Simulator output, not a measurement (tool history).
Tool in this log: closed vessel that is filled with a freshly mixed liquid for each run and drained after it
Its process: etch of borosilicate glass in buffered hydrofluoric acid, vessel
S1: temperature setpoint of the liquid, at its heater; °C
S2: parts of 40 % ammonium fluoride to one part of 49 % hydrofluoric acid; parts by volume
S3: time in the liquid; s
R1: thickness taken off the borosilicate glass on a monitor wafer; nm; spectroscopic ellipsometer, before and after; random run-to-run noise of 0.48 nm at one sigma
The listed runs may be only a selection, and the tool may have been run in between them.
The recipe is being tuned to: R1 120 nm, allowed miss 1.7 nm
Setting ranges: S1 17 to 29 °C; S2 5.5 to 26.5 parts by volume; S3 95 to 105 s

Run 1, hour 0: S1 21 °C, S2 16 parts by volume, S3 95 s. Result: R1 65.206 nm.
Run 2, hour 0.9: S1 24 °C, S2 16 parts by volume, S3 95 s. Result: R1 76.839 nm.
Run 3, hour 1.8: S1 22.5 °C, S2 16 parts by volume, S3 95 s. Result: R1 70.768 nm.
Run 4, hour 10.4: S1 24.5 °C, S2 15 parts by volume, S3 95 s. Result: R1 84.128 nm.
Run 5, hour 17.6: S1 24.5 °C, S2 17.5 parts by volume, S3 95 s. Result: R1 71.966 nm.
Run 6, hour 26.1: S1 24.5 °C, S2 21 parts by volume, S3 95 s. Result: R1 61.211 nm.
Run 7, hour 33.4: S1 26 °C, S2 18.5 parts by volume, S3 95 s. Result: R1 74.261 nm.
Run 8, hour 38.2: S1 27 °C, S2 16.5 parts by volume, S3 95 s. Result: R1 87.191 nm.
Run 9, hour 44: S1 27.5 °C, S2 15 parts by volume, S3 95 s. Result: R1 98.596 nm.
Run 10, hour 51.1: S1 28 °C, S2 14.5 parts by volume, S3 95 s. Result: R1 104.15 nm.
Run 11, hour 55.6: S1 28.5 °C, S2 14 parts by volume, S3 95 s. Result: R1 111.4 nm.
Run 12, hour 57.2: S1 29 °C, S2 13 parts by volume, S3 95 s. Result: R1 123.43 nm.

Pick the move, out of 4, that brings all results within their allowed miss; only one does.
Run A, hour 58.8: S1 23.5 °C, S2 10 parts by volume, S3 100 s. Result: R1 ?.
Run B, hour 58.8: S1 29 °C, S2 13.5 parts by volume, S3 100 s. Result: R1 ?.
Run C, hour 58.8: S1 29 °C, S2 14 parts by volume, S3 105 s. Result: R1 ?.
Run D, hour 58.8: S1 29 °C, S2 14 parts by volume, S3 100 s. Result: R1 ?.

move      R1
   A  124.81
   B  124.15
   C  125.76
   D  119.78
A: further off than the last run
B: further off than the last run
C: further off than the last run
D: every result lands within tolerance
The move that meets every target is D.

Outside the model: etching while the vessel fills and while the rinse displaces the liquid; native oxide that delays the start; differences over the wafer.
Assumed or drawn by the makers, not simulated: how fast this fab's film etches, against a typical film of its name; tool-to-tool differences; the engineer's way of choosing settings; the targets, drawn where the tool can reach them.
